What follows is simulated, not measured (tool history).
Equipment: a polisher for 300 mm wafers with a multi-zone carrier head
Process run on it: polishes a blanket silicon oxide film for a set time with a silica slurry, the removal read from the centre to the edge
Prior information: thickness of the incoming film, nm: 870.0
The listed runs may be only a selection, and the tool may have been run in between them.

| run | day | flow of slurry (ml/min) | pressure of the head's centre zone | pressure of the head's middle zone | pressure of the head's edge zone | abrasive content of the slurry | polishing time (s) | film removed at the wafer's centre (nm) | film removed at mid-radius (nm) | film removed at the wafer's edge (nm) |
|---|---|---|---|---|---|---|---|---|---|---|
| 1 | 0.000 | 250 | 1.00 | 1.00 | 1.00 | 1.00 | 67 | 182.28 | 203.05 | 205.95 |
| 2 | 0.067 | 285 | 1.00 | 1.00 | 1.00 | 1.00 | 67 | 182.27 | 213.17 | 205.78 |
| 3 | 0.208 | 285 | 1.00 | 1.00 | 1.00 | 1.00 | 80 | 219.17 | 254.06 | 243.13 |
| 4 | 0.317 | 285 | 1.00 | 1.05 | 1.00 | 1.00 | 80 | 216.28 | 266.61 | 246.03 |
| 5 | 0.454 | 275 | 1.01 | 1.00 | 0.96 | 0.90 | 70 | 178.02 | 210.05 | 200.38 |
| 6 | 0.796 | 270 | 1.05 | 0.96 | 0.93 | 0.80 | 62 | 153.11 | 159.40 | 156.61 |

Predict the results of run 7:
| 7 | 1.138 | 265 | 1.05 | 0.93 | 0.91 | 0.75 | 59 | ? | ? | ? |

For run 7 the tool returned film removed at the wafer's centre (nm) 136.57, film removed at mid-radius (nm) 142.50, film removed at the wafer's edge (nm) 143.02.

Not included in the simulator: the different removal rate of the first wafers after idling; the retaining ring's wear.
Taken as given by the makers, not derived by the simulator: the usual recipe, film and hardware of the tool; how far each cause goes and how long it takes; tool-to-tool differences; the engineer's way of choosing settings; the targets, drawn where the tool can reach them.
